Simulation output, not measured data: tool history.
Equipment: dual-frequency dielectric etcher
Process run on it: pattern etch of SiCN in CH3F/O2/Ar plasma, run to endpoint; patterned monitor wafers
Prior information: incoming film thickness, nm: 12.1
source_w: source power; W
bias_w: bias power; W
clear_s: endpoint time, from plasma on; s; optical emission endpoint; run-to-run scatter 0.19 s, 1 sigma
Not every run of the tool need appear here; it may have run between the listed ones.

run,hour,source_w,bias_w,clear_s
1,0.0,530,78,29.138
2,7.6,560,80,27.453
3,13.9,480,80,29.266
4,16.3,530,80,28.112
5,18.0,530,86,27.303
6,22.7,450,86,29.321
7,27.3,480,87,28.626
8,36.0,510,88,27.430

Forecast run 9:
9,42.3,530,89,?

clear_s: 27.057 s
